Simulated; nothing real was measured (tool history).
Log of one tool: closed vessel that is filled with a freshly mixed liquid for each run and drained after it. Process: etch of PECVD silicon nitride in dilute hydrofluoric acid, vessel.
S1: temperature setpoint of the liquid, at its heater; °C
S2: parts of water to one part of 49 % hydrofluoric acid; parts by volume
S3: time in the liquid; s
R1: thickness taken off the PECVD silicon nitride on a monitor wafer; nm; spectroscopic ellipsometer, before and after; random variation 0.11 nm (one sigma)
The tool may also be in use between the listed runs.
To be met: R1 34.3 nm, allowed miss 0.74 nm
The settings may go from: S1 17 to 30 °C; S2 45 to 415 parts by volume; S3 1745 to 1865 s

| run | day | S1 | S2 | S3 | R1 |
|---|---|---|---|---|---|
| 1 | 0 | 22 | 230 | 1745 | 20.339 |
| 2 | 0.338 | 23 | 230 | 1745 | 21.688 |
| 3 | 0.671 | 24 | 230 | 1745 | 23.086 |
| 4 | 0.721 | 24.5 | 230 | 1745 | 23.897 |
| 5 | 1.121 | 25 | 230 | 1745 | 24.559 |
| 6 | 1.296 | 21.5 | 230 | 1745 | 19.67 |
| 7 | 1.529 | 25.5 | 220 | 1745 | 26.432 |
| 8 | 1.758 | 25.5 | 220 | 1745 | 26.439 |
| 9 | 2.025 | 26 | 220 | 1745 | 27.074 |
| 10 | 2.104 | 26.5 | 220 | 1745 | 28.202 |
| 11 | 2.412 | 27 | 220 | 1745 | 28.807 |

Which of these 4 next moves meets every target?
| A | 2.721 | 27 | 190 | 1780 | ? |
| B | 2.721 | 30 | 225 | 1820 | ? |
| C | 2.721 | 27.5 | 190 | 1840 | ? |
| D | 2.721 | 27.5 | 210 | 1760 | ? |

| move | R1 |
|---|---|
| A | 34.496 |
| B | 35.629 |
| C | 36.774 |
| D | 31.801 |
A: meets every target
B: takes the result that was furthest off past its target
C: takes the result that was furthest off past its target
D: nearer than the last run, and not there yet
The right move is A.

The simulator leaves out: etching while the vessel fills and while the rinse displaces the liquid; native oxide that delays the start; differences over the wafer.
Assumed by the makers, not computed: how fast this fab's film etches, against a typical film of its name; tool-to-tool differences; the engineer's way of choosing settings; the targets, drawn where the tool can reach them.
